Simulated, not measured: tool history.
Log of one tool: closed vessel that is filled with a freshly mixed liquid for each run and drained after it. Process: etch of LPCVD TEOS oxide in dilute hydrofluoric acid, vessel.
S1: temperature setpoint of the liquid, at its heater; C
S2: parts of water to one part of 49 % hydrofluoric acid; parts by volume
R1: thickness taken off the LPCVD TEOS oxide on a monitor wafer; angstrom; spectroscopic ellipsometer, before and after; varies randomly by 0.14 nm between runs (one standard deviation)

Run 1, hour 0: S1 22 C, S2 105 parts by volume, time in the liquid (s) 200. Result: R1 507.79 angstrom.
Run 2, hour 1.1: S1 22 C, S2 70 parts by volume, time in the liquid (s) 200. Result: R1 792.12 angstrom.
Run 3, hour 3.5: S1 24.5 C, S2 70 parts by volume, time in the liquid (s) 200. Result: R1 870.79 angstrom.
Run 4, hour 4.9: S1 22 C, S2 70 parts by volume, time in the liquid (s) 200. Result: R1 791.68 angstrom.
Run 5, hour 7.8: S1 22 C, S2 35 parts by volume, time in the liquid (s) 200. Result: R1 1649.2 angstrom.
Run 6, hour 12.2: S1 19.5 C, S2 35 parts by volume, time in the liquid (s) 200. Result: R1 1488 angstrom.
Run 7, hour 15.9: S1 19 C, S2 45 parts by volume, time in the liquid (s) 200. Result: R1 1115.4 angstrom.
Run 8, hour 20: S1 19 C, S2 50 parts by volume, time in the liquid (s) 200. Result: R1 1001.2 angstrom.

The next listed run, before its measurement:
Run 9, hour 25.7: S1 19 C, S2 55 parts by volume, time in the liquid (s) 200. Result: R1 ?.

Run 9 produced R1 904.2 angstrom.
